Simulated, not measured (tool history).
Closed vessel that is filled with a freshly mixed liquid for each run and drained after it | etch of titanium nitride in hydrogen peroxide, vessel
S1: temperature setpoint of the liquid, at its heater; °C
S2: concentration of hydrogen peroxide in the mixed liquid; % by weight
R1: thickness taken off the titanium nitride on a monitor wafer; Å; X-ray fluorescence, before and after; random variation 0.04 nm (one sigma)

Run 1, hour 0: S1 43 °C, S2 16 % by weight, time in the liquid (s) 760. Result: R1 120.65 Å.
Run 2, hour 5.3: S1 37 °C, S2 16 % by weight, time in the liquid (s) 760. Result: R1 75.979 Å.
Run 3, hour 11.6: S1 37 °C, S2 16 % by weight, time in the liquid (s) 550. Result: R1 54.683 Å.
Run 4, hour 19.7: S1 32 °C, S2 16 % by weight, time in the liquid (s) 550. Result: R1 37.216 Å.
Run 5, hour 22.6: S1 34 °C, S2 16 % by weight, time in the liquid (s) 550. Result: R1 43.083 Å.
Run 6, hour 28: S1 34 °C, S2 16 % by weight, time in the liquid (s) 760. Result: R1 59.552 Å.

The next listed run, before its measurement:
Run 7, hour 36.7: S1 34.5 °C, S2 16 % by weight, time in the liquid (s) 760. Result: R1 ?.

Run 7 gave R1 62.186 Å.
